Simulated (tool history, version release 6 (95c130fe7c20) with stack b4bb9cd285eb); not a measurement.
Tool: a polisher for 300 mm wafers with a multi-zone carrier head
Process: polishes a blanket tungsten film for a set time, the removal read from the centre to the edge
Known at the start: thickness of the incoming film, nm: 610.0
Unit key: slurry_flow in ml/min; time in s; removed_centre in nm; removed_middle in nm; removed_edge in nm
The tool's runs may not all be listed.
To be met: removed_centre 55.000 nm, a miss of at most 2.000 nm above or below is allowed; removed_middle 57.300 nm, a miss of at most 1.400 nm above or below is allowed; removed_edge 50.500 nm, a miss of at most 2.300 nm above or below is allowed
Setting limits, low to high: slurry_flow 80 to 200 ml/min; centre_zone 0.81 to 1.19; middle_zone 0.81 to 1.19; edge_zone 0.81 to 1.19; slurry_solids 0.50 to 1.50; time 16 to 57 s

run	hour	slurry_flow	centre_zone	middle_zone	edge_zone	slurry_solids	time	removed_centre	removed_middle	removed_edge
1	0.0	130	1.00	1.00	1.00	1.00	36	108.030	107.400	107.090
2	3.6	130	1.00	1.00	1.00	1.20	36	109.400	110.440	111.890
3	11.7	125	0.98	1.00	0.95	1.05	31	91.042	91.852	89.953
4	14.6	120	0.96	1.00	0.91	0.90	28	77.225	79.977	76.792
5	17.8	120	0.96	1.00	0.91	0.90	24	67.324	69.264	66.096
6	20.9	120	0.96	1.06	0.91	0.90	24	66.269	71.865	66.010
7	28.0	115	0.97	1.06	0.89	0.80	23	62.136	65.733	61.029
8	35.1	110	0.98	1.08	0.87	0.75	23	61.395	66.409	58.679
9	42.7	105	0.98	1.07	0.86	0.70	23	59.650	64.711	57.190
10	51.2	100	0.99	1.06	0.85	0.65	23	58.220	62.194	56.042
11	53.7	100	1.03	1.08	0.81	0.50	21	51.978	55.440	47.933
# hour 58.7: edge zone pressure recalibrated
12	58.7	105	1.03	1.08	0.82	0.50	21	53.577	55.883	49.289
13	66.6	105	1.03	1.08	0.82	0.50	21	54.034	55.847	51.289

Exactly one of the 4 candidate moves below puts every result within its allowed miss. Which one?
A	74.5	140	0.89	1.02	1.03	0.50	21	?	?	?
B	74.5	80	1.10	1.12	0.81	0.80	21	?	?	?
C	74.5	85	0.96	1.13	0.82	0.50	22	?	?	?
D	74.5	170	1.14	1.02	0.89	0.50	19	?	?	?

move	removed_centre	removed_middle	removed_edge
A	51.663	57.792	57.883
B	54.789	57.168	50.821
C	48.832	57.209	50.247
D	59.738	54.243	50.748
A: puts the biggest miss on target and leaves a different result outside tolerance
B: in spec on every target
C: puts the biggest miss on target and leaves a different result outside tolerance
D: lands further from the targets than the last run did
Go with B: it meets all targets.

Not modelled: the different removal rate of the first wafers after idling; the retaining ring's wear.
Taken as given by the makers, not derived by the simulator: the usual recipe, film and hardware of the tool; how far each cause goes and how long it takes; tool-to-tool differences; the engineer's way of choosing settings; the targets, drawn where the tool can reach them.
